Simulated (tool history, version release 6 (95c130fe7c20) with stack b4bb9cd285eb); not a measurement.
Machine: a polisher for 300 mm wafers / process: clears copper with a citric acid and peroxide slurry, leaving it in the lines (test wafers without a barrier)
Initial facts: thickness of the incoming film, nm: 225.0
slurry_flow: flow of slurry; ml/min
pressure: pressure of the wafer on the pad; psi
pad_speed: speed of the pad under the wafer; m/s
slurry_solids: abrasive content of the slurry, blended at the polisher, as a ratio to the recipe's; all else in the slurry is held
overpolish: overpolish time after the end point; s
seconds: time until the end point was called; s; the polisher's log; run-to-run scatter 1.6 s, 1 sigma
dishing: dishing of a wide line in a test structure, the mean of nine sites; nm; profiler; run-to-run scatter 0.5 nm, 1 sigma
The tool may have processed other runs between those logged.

| run | day | slurry_flow | pressure | pad_speed | slurry_solids | overpolish | seconds | dishing |
|---|---|---|---|---|---|---|---|---|
| 1 | 0 | 250 | 3.5 | 1.16 | 1 | 18 | 80.185 | 31.168 |
| 2 | 0.183 | 195 | 3.5 | 1.16 | 1 | 18 | 81.753 | 31.57 |
| 3 | 0.5 | 195 | 3.5 | 1.16 | 1.15 | 18 | 79.987 | 32.658 |
| 4 | 0.85 | 195 | 4 | 1.16 | 1.15 | 18 | 69.248 | 35.781 |
| 5 | 1.129 | 195 | 4 | 0.96 | 1.15 | 18 | 81.164 | 32.497 |
| 6 | 1.479 | 195 | 3.9 | 0.96 | 1.15 | 17 | 83.852 | 28.658 |
| 7 | 1.504 | 195 | 3.8 | 0.96 | 1.15 | 16 | 87.037 | 28.006 |
| 8 | 1.842 | 195 | 3.7 | 0.96 | 1.15 | 15 | 89.765 | 25.719 |
| 9 | 1.962 | 195 | 3.7 | 0.96 | 1.15 | 15 | 88.47 | 25.624 |
| 10 | 2.3 | 195 | 3.6 | 0.96 | 1.15 | 14 | 89.679 | 23.167 |

Run 11 comes next. What will it give?
| 11 | 2.558 | 195 | 3.5 | 0.96 | 1.15 | 14 | ? | ? |

seconds: 92.194 s
dishing: 22.964 nm
